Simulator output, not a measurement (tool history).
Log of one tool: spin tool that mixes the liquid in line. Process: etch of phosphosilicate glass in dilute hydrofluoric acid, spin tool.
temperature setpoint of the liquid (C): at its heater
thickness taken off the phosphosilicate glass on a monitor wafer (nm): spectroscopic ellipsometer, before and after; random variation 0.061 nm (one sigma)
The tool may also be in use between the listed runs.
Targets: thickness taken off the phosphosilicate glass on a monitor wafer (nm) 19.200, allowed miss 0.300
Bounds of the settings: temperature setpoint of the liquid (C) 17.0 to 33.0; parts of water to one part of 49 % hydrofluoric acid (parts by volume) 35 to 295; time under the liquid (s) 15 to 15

run,hour,temperature setpoint of the liquid (C),parts of water to one part of 49 % hydrofluoric acid (parts by volume),time under the liquid (s),thickness taken off the phosphosilicate glass on a monitor wafer (nm)
1,0.0,25.0,165,15,13.136
2,3.7,25.0,140,15,15.910
3,7.8,25.0,90,15,26.293
4,9.5,23.0,90,15,24.267
5,13.6,23.0,90,15,24.236
6,20.4,21.5,90,15,22.958
7,21.5,20.5,90,15,21.938
8,24.1,19.5,90,15,21.151
9,30.2,19.0,90,15,20.757

4 next moves are on the table. One of them brings every result within its allowed miss. Which?
A,36.3,19.0,85,15,?
B,36.3,18.0,80,15,?
C,36.3,21.5,110,15,?
D,36.3,24.0,115,15,?

move,thickness taken off the phosphosilicate glass on a monitor wafer (nm)
A,22.031
B,22.568
C,18.339
D,19.260
A: further off than the last run
B: further off than the last run
C: takes the result that was furthest off past its target
D: meets every target
Answer: D
